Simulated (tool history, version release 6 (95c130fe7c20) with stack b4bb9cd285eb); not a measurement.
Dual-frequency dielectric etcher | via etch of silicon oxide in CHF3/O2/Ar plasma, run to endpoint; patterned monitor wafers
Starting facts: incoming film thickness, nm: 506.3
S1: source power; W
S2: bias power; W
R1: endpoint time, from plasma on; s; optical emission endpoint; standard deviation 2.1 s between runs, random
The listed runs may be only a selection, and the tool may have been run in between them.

Run 1, hour 0.0: S1 550 W, S2 225 W. Result: R1 262.69 s.
Run 2, hour 0.9: S1 620 W, S2 225 W. Result: R1 248.50 s.
Run 3, hour 8.8: S1 620 W, S2 262 W. Result: R1 229.59 s.
Run 4, hour 13.3: S1 580 W, S2 262 W. Result: R1 238.96 s.
Run 5, hour 15.7: S1 580 W, S2 248 W. Result: R1 243.23 s.
Run 6, hour 17.5: S1 540 W, S2 243 W. Result: R1 253.15 s.

Run 7 comes next. What will it give?
Run 7, hour 21.3: S1 510 W, S2 238 W. Result: R1 ?.

Run 7 came out at R1 266.19 s.

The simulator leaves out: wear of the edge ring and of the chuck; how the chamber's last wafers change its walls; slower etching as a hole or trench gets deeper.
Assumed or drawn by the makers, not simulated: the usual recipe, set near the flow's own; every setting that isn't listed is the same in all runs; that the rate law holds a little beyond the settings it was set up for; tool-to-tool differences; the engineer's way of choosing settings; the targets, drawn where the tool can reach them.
